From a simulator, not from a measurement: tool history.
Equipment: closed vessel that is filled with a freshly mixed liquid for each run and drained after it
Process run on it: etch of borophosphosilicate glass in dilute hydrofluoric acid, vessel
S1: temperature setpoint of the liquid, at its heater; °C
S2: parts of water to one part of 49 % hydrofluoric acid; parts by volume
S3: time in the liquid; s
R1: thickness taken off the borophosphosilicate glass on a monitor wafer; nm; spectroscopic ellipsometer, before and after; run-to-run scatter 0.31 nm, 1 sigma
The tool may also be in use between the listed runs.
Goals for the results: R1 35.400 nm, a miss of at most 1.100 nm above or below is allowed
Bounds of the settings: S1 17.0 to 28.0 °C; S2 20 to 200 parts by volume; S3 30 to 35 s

run	hour	S1	S2	S3	R1
1	0.0	20.0	110	35	13.001
2	6.4	23.0	110	35	14.604
3	11.1	23.0	85	35	19.454
4	14.6	23.0	65	35	25.888
5	18.2	23.0	100	35	15.986
6	22.6	23.0	125	35	12.666
7	27.6	24.5	105	35	16.307
8	35.8	25.5	90	35	19.740
9	40.5	26.0	80	35	23.061
10	47.9	26.5	70	35	27.728
11	49.3	28.0	55	35	38.198
12	58.4	27.5	55	35	37.731
13	60.2	27.0	55	35	36.536

Of the 5 settings listed for the next run, only one would bring every result within its allowed miss of target. Which one?
A	62.0	26.5	60	35	?
B	62.0	27.5	55	35	?
C	62.0	24.5	55	35	?
D	62.0	26.0	55	35	?
E	62.0	28.0	55	35	?

move	R1
A	33.251
B	38.018
C	33.685
D	35.799
E	38.782
A: the result that was furthest off in the last run now lies on the other side of its target
B: misses by more than the last run did
C: the result that was furthest off in the last run now lies on the other side of its target
D: meets every target
E: misses by more than the last run did
The move that meets every target is D.

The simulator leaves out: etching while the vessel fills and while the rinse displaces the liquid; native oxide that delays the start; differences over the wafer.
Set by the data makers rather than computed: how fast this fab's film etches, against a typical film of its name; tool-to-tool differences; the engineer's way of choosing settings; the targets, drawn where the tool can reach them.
